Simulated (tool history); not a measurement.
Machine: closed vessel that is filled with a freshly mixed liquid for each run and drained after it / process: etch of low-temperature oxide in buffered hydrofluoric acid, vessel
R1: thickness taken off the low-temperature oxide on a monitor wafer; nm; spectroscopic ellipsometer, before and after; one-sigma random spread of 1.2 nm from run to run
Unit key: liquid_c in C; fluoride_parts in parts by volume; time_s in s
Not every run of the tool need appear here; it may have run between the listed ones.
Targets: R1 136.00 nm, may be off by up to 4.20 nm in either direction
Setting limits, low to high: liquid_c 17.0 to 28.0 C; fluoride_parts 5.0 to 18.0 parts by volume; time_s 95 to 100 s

Run 1, hour 0.0: liquid_c 20.0 C, fluoride_parts 11.0 parts by volume, time_s 95 s. Result: R1 239.46 nm.
Run 2, hour 2.3: liquid_c 20.0 C, fluoride_parts 13.5 parts by volume, time_s 95 s. Result: R1 198.10 nm.
Run 3, hour 9.2: liquid_c 19.5 C, fluoride_parts 14.0 parts by volume, time_s 95 s. Result: R1 183.45 nm.
Run 4, hour 11.8: liquid_c 23.0 C, fluoride_parts 14.0 parts by volume, time_s 95 s. Result: R1 222.90 nm.
Run 5, hour 14.0: liquid_c 22.0 C, fluoride_parts 14.5 parts by volume, time_s 95 s. Result: R1 204.84 nm.
Run 6, hour 17.2: liquid_c 22.0 C, fluoride_parts 17.0 parts by volume, time_s 95 s. Result: R1 176.03 nm.
Run 7, hour 18.7: liquid_c 21.5 C, fluoride_parts 17.0 parts by volume, time_s 95 s. Result: R1 170.11 nm.
Run 8, hour 19.7: liquid_c 21.0 C, fluoride_parts 17.0 parts by volume, time_s 95 s. Result: R1 165.43 nm.
Run 9, hour 24.9: liquid_c 20.5 C, fluoride_parts 17.0 parts by volume, time_s 95 s. Result: R1 161.28 nm.
Run 10, hour 31.8: liquid_c 20.0 C, fluoride_parts 17.0 parts by volume, time_s 95 s. Result: R1 157.07 nm.
Run 11, hour 38.6: liquid_c 19.5 C, fluoride_parts 17.0 parts by volume, time_s 95 s. Result: R1 153.92 nm.
Run 12, hour 40.0: liquid_c 19.0 C, fluoride_parts 17.0 parts by volume, time_s 95 s. Result: R1 149.25 nm.

Which of these 4 next moves meets every target?
Run A, hour 41.4: liquid_c 17.0 C, fluoride_parts 16.5 parts by volume, time_s 95 s. Result: R1 ?.
Run B, hour 41.4: liquid_c 17.5 C, fluoride_parts 14.0 parts by volume, time_s 100 s. Result: R1 ?.
Run C, hour 41.4: liquid_c 17.5 C, fluoride_parts 16.0 parts by volume, time_s 95 s. Result: R1 ?.
Run D, hour 41.4: liquid_c 17.5 C, fluoride_parts 17.0 parts by volume, time_s 100 s. Result: R1 ?.

move      R1
   A  135.66
   B  172.73
   C  143.89
   D  142.67
A: all results in spec
B: further off than the last run
C: nearer than the last run, and not there yet
D: nearer than the last run, and not there yet
A meets every target.
